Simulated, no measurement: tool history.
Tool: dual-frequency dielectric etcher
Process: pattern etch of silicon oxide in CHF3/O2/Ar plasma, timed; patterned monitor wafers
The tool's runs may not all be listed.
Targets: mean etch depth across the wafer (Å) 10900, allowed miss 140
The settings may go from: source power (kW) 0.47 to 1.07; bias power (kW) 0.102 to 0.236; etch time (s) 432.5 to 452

run    day  source power (kW)  bias power (kW)  etch time (s)  mean etch depth across the wafer (Å)
  1      0               0.77            0.169          432.5                                 10360
  2  0.112               0.77            0.153          432.5                                 10088
  3  0.454               0.77            0.153          432.5                                 10054
  4  0.654               0.77            0.153          432.5                                 10084
  5  0.992               0.69            0.153          432.5                                9570.4
  6  1.017               0.82            0.153          432.5                                 10329
  7    1.3               0.84            0.153          432.5                                 10357
  8  1.475               0.84            0.153          432.5                                 10408
  9  1.517               0.86            0.153          432.5                                 10604
 10  1.675               0.87            0.153          432.5                                 10567
 11    1.9               0.88            0.153          432.5                                 10689
 12  2.071               0.89            0.153          432.5                                 10779
 13  2.125                0.9            0.153          432.5                                 10783

Which of these 5 next moves meets every target?
  A  2.179               0.82            0.159            436                                     ?
  B  2.179               0.86            0.146          437.5                                     ?
  C  2.179               0.92            0.121            440                                     ?
  D  2.179               0.87            0.167            435                                     ?
  E  2.179               0.82            0.146            442                                     ?

move  mean etch depth across the wafer (Å)
   A                                 10538
   B                                 10591
   C                                 10553
   D                                 10893
   E                                 10489
A: further off than the last run
B: further off than the last run
C: further off than the last run
D: meets every target
E: further off than the last run
Answer: D
